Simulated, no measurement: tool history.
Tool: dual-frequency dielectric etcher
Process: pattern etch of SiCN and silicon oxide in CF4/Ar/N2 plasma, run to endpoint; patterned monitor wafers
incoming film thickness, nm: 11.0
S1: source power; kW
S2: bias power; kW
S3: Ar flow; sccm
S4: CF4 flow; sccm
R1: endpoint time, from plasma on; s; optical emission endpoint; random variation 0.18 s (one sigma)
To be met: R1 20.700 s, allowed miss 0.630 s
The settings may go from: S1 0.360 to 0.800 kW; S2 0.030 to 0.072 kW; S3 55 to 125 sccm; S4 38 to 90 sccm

| run | hour | S1 | S2 | S3 | S4 | R1 |
|---|---|---|---|---|---|---|
| 1 | 0.0 | 0.580 | 0.051 | 90 | 64 | 12.665 |
| 2 | 5.1 | 0.580 | 0.059 | 90 | 64 | 12.138 |
| 3 | 9.2 | 0.580 | 0.064 | 90 | 64 | 12.006 |
| 4 | 17.8 | 0.540 | 0.061 | 95 | 60 | 13.356 |
| 5 | 22.7 | 0.540 | 0.054 | 95 | 60 | 13.922 |
| 6 | 28.9 | 0.480 | 0.054 | 95 | 60 | 16.030 |
| 7 | 36.6 | 0.460 | 0.054 | 95 | 60 | 16.578 |
| 8 | 39.2 | 0.360 | 0.046 | 103 | 55 | 24.629 |
| 9 | 40.1 | 0.370 | 0.046 | 103 | 55 | 23.759 |
| 10 | 43.9 | 0.380 | 0.046 | 103 | 55 | 22.737 |
| 11 | 52.2 | 0.440 | 0.047 | 102 | 55 | 19.113 |
| 12 | 55.3 | 0.420 | 0.047 | 102 | 55 | 19.894 |

5 next moves are on the table. One of them brings every result within its allowed miss. Which?
| A | 58.4 | 0.460 | 0.040 | 108 | 50 | ? |
| B | 58.4 | 0.450 | 0.040 | 112 | 53 | ? |
| C | 58.4 | 0.440 | 0.046 | 105 | 55 | ? |
| D | 58.4 | 0.400 | 0.047 | 91 | 59 | ? |
| E | 58.4 | 0.440 | 0.051 | 121 | 72 | ? |

| move | R1 |
|---|---|
| A | 18.997 |
| B | 19.502 |
| C | 19.043 |
| D | 20.654 |
| E | 18.354 |
A: further off than the last run
B: further off than the last run
C: further off than the last run
D: meets every target
E: further off than the last run
Move D is the one to make.
